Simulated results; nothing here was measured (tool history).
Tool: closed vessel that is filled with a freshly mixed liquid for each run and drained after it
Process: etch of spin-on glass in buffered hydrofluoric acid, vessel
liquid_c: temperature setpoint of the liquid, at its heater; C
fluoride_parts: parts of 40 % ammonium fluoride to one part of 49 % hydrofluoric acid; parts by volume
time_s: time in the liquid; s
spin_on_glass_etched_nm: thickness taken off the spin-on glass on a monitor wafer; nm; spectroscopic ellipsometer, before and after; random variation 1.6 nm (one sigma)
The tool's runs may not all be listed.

run    day  liquid_c  fluoride_parts  time_s  spin_on_glass_etched_nm
  1  0.000      23.0            16.5      30                   122.18
  2  0.100      23.0            14.5      30                   137.98
  3  0.162      24.0            14.0      30                   149.98
  4  0.492      24.0            18.5      30                   114.43
  5  0.671      24.0            18.5      30                   115.24
  6  0.900      25.0            17.0      30                   132.18
  7  1.275      26.0            16.0      30                   147.70
  8  1.621      27.0            15.0      30                   167.88
  9  1.938      27.5            14.5      30                   177.58
 10  2.088      28.0            14.0      30                   187.54

The next listed run, before its measurement:
 11  2.467      28.5            13.5      30                        ?

{"run 11": {"spin_on_glass_etched_nm": 200.24}}
